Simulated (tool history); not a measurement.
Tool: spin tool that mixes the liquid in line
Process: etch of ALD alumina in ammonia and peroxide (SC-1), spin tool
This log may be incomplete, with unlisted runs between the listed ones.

run,hour,temperature setpoint of the liquid (°C),parts of 29 % ammonia solution to one part of 30 % peroxide (parts by volume),time under the liquid (s),thickness taken off the ALD alumina on a monitor wafer (nm)
1,0,50,0.75,75,3.2921
2,7.6,46,0.75,75,2.644
3,10,45.5,0.75,75,2.5691
4,16.5,45.5,0.75,75,2.535
5,18.8,45.5,0.75,75,2.5658
6,20.4,45,0.75,75,2.4857
7,28.6,44.5,0.75,75,2.401

Expected results for the next run?
8,32.6,40.5,0.75,75,?

Run 8 gave thickness taken off the ALD alumina on a monitor wafer (nm) 1.9065.
